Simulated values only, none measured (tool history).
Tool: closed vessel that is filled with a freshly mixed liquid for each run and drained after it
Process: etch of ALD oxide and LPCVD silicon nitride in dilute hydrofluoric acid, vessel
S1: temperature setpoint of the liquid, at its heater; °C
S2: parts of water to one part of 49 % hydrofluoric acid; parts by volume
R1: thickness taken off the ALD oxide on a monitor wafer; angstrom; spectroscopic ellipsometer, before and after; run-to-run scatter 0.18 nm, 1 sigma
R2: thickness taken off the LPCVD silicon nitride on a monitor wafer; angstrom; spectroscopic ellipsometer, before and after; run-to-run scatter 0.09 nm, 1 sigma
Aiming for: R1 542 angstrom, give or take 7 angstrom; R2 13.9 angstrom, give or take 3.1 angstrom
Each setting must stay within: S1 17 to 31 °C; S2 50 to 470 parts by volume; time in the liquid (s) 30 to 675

{"run": 1, "hour": 0.0, "S1": 23, "S2": 260, "time in the liquid (s)": 345, "R1": 204.78, "R2": 5.8087}
{"run": 2, "hour": 8.8, "S1": 23, "S2": 260, "time in the liquid (s)": 410, "R1": 244.61, "R2": 6.7176}
{"run": 3, "hour": 13.4, "S1": 24, "S2": 240, "time in the liquid (s)": 410, "R1": 280.25, "R2": 8.4307}
{"run": 4, "hour": 19.3, "S1": 24, "S2": 275, "time in the liquid (s)": 410, "R1": 236.19, "R2": 7.5939}
{"run": 5, "hour": 27.8, "S1": 24, "S2": 325, "time in the liquid (s)": 410, "R1": 190.19, "R2": 5.6765}
{"run": 6, "hour": 30.5, "S1": 24, "S2": 270, "time in the liquid (s)": 410, "R1": 241.1, "R2": 7.2266}
{"run": 7, "hour": 35.0, "S1": 24.5, "S2": 245, "time in the liquid (s)": 410, "R1": 276.41, "R2": 8.4689}
{"run": 8, "hour": 44.4, "S1": 25, "S2": 225, "time in the liquid (s)": 410, "R1": 313.14, "R2": 9.1322}
{"run": 9, "hour": 53.0, "S1": 26, "S2": 215, "time in the liquid (s)": 410, "R1": 343.99, "R2": 10.001}
{"run": 10, "hour": 56.4, "S1": 27, "S2": 205, "time in the liquid (s)": 410, "R1": 377.47, "R2": 10.73}
{"run": 11, "hour": 61.9, "S1": 27.5, "S2": 200, "time in the liquid (s)": 410, "R1": 396.48, "R2": 12.834}
{"run": 12, "hour": 66.5, "S1": 29, "S2": 135, "time in the liquid (s)": 410, "R1": 677.01, "R2": 18.622}
{"run": 13, "hour": 70.5, "S1": 28, "S2": 135, "time in the liquid (s)": 410, "R1": 649.8, "R2": 20.672}
{"run": 14, "hour": 74.0, "S1": 24.5, "S2": 150, "time in the liquid (s)": 405, "R1": 498.42, "R2": 13.351}
{"run": 15, "hour": 80.0, "S1": 25, "S2": 150, "time in the liquid (s)": 405, "R1": 507.27, "R2": 13.283}
{"run": 16, "hour": 86.1, "S1": 25.5, "S2": 150, "time in the liquid (s)": 405, "R1": 517.2, "R2": 13.038}
{"run": 17, "hour": 90.1, "S1": 26, "S2": 150, "time in the liquid (s)": 405, "R1": 524.62, "R2": 13.455}

Which of these 4 next moves meets every target?
{"run": "A", "hour": 94.1, "S1": 23, "S2": 145, "time in the liquid (s)": 440, "R1": "?", "R2": "?"}
{"run": "B", "hour": 94.1, "S1": 25, "S2": 110, "time in the liquid (s)": 305, "R1": "?", "R2": "?"}
{"run": "C", "hour": 94.1, "S1": 24.5, "S2": 155, "time in the liquid (s)": 445, "R1": "?", "R2": "?"}
{"run": "D", "hour": 94.1, "S1": 25, "S2": 135, "time in the liquid (s)": 370, "R1": "?", "R2": "?"}

move=A R1=531.38 R2=12.325
move=B R1=546.88 R2=12.789
move=C R1=526.48 R2=12.859
move=D R1=524.39 R2=12.662
A: nearer than the last run, and not there yet
B: hits every target within its allowed miss
C: nearer than the last run, and not there yet
D: about as far from the targets as the last run
B is the move that brings every result within its allowed miss.

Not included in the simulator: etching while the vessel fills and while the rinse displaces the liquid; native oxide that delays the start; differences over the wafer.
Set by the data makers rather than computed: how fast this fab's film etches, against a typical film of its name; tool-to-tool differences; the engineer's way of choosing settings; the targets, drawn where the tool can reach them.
